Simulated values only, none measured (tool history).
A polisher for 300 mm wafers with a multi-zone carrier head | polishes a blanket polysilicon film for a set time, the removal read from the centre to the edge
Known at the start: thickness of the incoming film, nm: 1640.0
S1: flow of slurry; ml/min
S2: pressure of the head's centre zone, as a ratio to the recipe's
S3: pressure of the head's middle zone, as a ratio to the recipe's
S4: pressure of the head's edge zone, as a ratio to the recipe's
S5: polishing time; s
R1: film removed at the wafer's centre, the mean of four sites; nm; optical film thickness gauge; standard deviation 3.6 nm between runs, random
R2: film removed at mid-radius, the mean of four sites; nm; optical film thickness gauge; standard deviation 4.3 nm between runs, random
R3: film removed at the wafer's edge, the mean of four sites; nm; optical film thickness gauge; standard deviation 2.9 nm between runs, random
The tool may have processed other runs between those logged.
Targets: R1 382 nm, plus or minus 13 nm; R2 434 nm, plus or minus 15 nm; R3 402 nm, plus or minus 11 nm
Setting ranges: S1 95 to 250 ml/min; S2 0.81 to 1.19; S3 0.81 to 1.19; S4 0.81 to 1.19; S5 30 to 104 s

run,hour,S1,S2,S3,S4,S5,R1,R2,R3
1,0,160,1,1,1,67,368.16,369.54,369.07
2,4.5,160,1,1,1,77,423.33,424.69,418.12
3,13.3,155,0.98,1.02,0.99,77,408.21,428.88,416.63
4,20,155,0.98,1.02,0.94,77,416.17,437.05,405.64
5,28.4,155,0.98,1.02,0.94,84,444.44,462.03,449.21
6,34.1,145,0.96,1.02,0.91,83,424.75,458.09,423.26
7,36.7,135,0.95,1.02,0.91,83,418.82,458.42,425.41
8,41.8,130,0.94,1.01,0.9,83,408.09,435.66,424.68

4 next moves are on the table. One of them brings every result within its allowed miss. Which?
A,46.9,120,0.95,0.94,0.85,79,?,?,?
B,46.9,120,0.83,0.9,0.93,83,?,?,?
C,46.9,125,0.93,1.02,0.91,80,?,?,?
D,46.9,100,0.81,0.89,0.92,89,?,?,?

move,R1,R2,R3
A,378.49,391.89,386.92
B,346.92,397.32,422.98
C,379.08,428.78,405.63
D,345.72,404.54,438.3
A: takes the biggest miss from the last run beyond its target
B: the biggest miss grows against the last run
C: all results land within tolerance of their targets
D: the biggest miss grows against the last run
The move that meets every target is C.
